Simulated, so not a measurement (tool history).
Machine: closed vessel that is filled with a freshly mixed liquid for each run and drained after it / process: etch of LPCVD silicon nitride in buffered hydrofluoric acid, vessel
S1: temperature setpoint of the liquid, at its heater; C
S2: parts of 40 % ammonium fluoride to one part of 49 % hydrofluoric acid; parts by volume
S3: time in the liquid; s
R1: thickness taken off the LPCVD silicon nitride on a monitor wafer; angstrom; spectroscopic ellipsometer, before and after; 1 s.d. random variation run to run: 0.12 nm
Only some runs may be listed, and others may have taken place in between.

run  hour    S1    S2    S3       R1
  1   0.0  20.0  13.0  1185  105.440
  2   2.1  20.0  15.5  1185   88.051
  3  10.0  22.5  14.0  1185  111.730
  4  11.5  24.0  14.0  1185  121.550
  5  14.7  24.0  14.0  1275  131.500
  6  22.9  25.0  13.0  1275  148.770
  7  24.5  26.0  12.5  1275  162.830
  8  29.2  26.5  12.0  1275  173.260
  9  36.5  27.0  11.5  1275  187.040
 10  45.9  27.5  11.5  1275  189.620

Run 11, settings as shown, results not yet in. Your forecast:
 11  54.3  28.0  11.0  1275   ?

R1: 206.270 angstrom
